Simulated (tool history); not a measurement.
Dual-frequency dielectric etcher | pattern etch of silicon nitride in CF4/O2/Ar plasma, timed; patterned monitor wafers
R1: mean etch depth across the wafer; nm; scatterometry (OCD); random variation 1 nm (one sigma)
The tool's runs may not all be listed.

{"run": 1, "hour": 0.0, "source power (kW)": 0.47, "bias power (kW)": 0.065, "Ar flow (sccm)": 128, "CF4 flow (sccm)": 82, "etch time (s)": 142, "R1": 269.68}
{"run": 2, "hour": 4.7, "source power (kW)": 0.5, "bias power (kW)": 0.065, "Ar flow (sccm)": 128, "CF4 flow (sccm)": 82, "etch time (s)": 142, "R1": 288.89}
{"run": 3, "hour": 11.1, "source power (kW)": 0.52, "bias power (kW)": 0.065, "Ar flow (sccm)": 128, "CF4 flow (sccm)": 82, "etch time (s)": 142, "R1": 298.78}
{"run": 4, "hour": 12.0, "source power (kW)": 0.54, "bias power (kW)": 0.065, "Ar flow (sccm)": 128, "CF4 flow (sccm)": 82, "etch time (s)": 142, "R1": 309.64}
{"run": 5, "hour": 20.5, "source power (kW)": 0.55, "bias power (kW)": 0.065, "Ar flow (sccm)": 128, "CF4 flow (sccm)": 82, "etch time (s)": 142, "R1": 317.12}
{"run": 6, "hour": 27.5, "source power (kW)": 0.56, "bias power (kW)": 0.065, "Ar flow (sccm)": 128, "CF4 flow (sccm)": 82, "etch time (s)": 142, "R1": 321.42}
{"run": 7, "hour": 28.1, "source power (kW)": 0.56, "bias power (kW)": 0.065, "Ar flow (sccm)": 128, "CF4 flow (sccm)": 82, "etch time (s)": 142, "R1": 320.71}

Run 8 comes next. What will it give?
{"run": 8, "hour": 30.2, "source power (kW)": 0.57, "bias power (kW)": 0.065, "Ar flow (sccm)": 128, "CF4 flow (sccm)": 82, "etch time (s)": 142, "R1": "?"}

{"run 8": {"R1": 327.97}}

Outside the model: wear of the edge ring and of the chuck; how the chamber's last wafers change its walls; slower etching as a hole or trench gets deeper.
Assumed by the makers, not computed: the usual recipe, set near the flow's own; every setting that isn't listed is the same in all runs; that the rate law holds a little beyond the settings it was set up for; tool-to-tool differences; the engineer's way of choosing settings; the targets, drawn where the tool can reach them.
